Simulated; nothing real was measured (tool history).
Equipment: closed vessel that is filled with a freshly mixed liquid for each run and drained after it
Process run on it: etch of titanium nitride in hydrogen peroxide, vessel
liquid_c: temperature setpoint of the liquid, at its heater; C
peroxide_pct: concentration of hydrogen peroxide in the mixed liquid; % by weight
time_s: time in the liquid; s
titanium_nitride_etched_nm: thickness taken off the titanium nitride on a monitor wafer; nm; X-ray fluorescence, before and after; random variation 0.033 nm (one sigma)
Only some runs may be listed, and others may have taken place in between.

| run | day | liquid_c | peroxide_pct | time_s | titanium_nitride_etched_nm |
|---|---|---|---|---|---|
| 1 | 0.000 | 52.0 | 17.0 | 170 | 9.4765 |
| 2 | 0.317 | 58.0 | 17.0 | 170 | 14.3520 |
| 3 | 0.671 | 55.0 | 17.0 | 170 | 11.6520 |
| 4 | 0.904 | 52.5 | 17.0 | 170 | 9.6855 |
| 5 | 1.275 | 47.5 | 17.0 | 170 | 6.8168 |
| 6 | 1.504 | 47.5 | 19.5 | 170 | 6.9820 |

Run 7 comes next. What will it give?
| 7 | 1.846 | 46.5 | 19.5 | 170 | ? |

{"run 7": {"titanium_nitride_etched_nm": 6.5576}}

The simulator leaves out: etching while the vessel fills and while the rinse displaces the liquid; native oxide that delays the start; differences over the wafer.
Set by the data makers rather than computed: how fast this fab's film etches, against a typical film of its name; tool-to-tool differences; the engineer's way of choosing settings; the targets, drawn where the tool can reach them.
